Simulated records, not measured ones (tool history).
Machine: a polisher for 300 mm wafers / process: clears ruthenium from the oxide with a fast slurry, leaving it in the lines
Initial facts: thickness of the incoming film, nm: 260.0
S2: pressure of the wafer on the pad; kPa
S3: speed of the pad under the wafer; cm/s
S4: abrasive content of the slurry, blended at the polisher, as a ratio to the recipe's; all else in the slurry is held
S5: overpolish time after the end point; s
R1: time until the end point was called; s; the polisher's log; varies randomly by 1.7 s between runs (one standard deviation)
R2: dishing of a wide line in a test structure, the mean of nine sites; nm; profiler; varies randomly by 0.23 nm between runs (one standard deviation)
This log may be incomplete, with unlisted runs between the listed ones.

Run 1, day 0.000: flow of slurry (ml/min) 125, S2 15.2 kPa, S3 120 cm/s, S4 1.0, S5 18 s. Result: R1 80.169 s, R2 45.428 nm.
Run 2, day 0.125: flow of slurry (ml/min) 135, S2 12.4 kPa, S3 112 cm/s, S4 1.0, S5 14 s. Result: R1 102.570 s, R2 28.043 nm.
Run 3, day 0.412: flow of slurry (ml/min) 135, S2 12.4 kPa, S3 112 cm/s, S4 1.0, S5 10 s. Result: R1 102.510 s, R2 20.436 nm.
Run 4, day 0.571: flow of slurry (ml/min) 135, S2 12.4 kPa, S3 132 cm/s, S4 1.0, S5 10 s. Result: R1 88.230 s, R2 23.886 nm.
Run 5, day 0.662: flow of slurry (ml/min) 125, S2 12.4 kPa, S3 132 cm/s, S4 1.0, S5 10 s. Result: R1 87.673 s, R2 23.816 nm.
Run 6, day 0.750: flow of slurry (ml/min) 125, S2 12.4 kPa, S3 132 cm/s, S4 1.2, S5 10 s. Result: R1 81.789 s, R2 25.881 nm.
Run 7, day 1.104: flow of slurry (ml/min) 120, S2 10.3 kPa, S3 124 cm/s, S4 1.2, S5 10 s. Result: R1 103.320 s, R2 20.558 nm.
Run 8, day 1.188: flow of slurry (ml/min) 115, S2 9.0 kPa, S3 122 cm/s, S4 1.2, S5 10 s. Result: R1 117.680 s, R2 17.568 nm.
Run 9, day 1.454: flow of slurry (ml/min) 105, S2 8.3 kPa, S3 120 cm/s, S4 1.2, S5 11 s. Result: R1 130.800 s, R2 17.477 nm.
Run 10, day 1.562: flow of slurry (ml/min) 85, S2 6.9 kPa, S3 120 cm/s, S4 1.2, S5 10 s. Result: R1 154.860 s, R2 13.050 nm.
Run 11, day 1.700: flow of slurry (ml/min) 90, S2 6.9 kPa, S3 120 cm/s, S4 1.2, S5 11 s. Result: R1 156.880 s, R2 14.679 nm.
Run 12, day 1.808: flow of slurry (ml/min) 110, S2 7.6 kPa, S3 120 cm/s, S4 1.2, S5 10 s. Result: R1 141.430 s, R2 14.640 nm.

Run 13 is up next; what results do you expect?
Run 13, day 2.100: flow of slurry (ml/min) 105, S2 7.6 kPa, S3 120 cm/s, S4 1.2, S5 11 s. Result: R1 ?, R2 ?.

{"run 13": {"R1": 140.96, "R2": 16.462}}
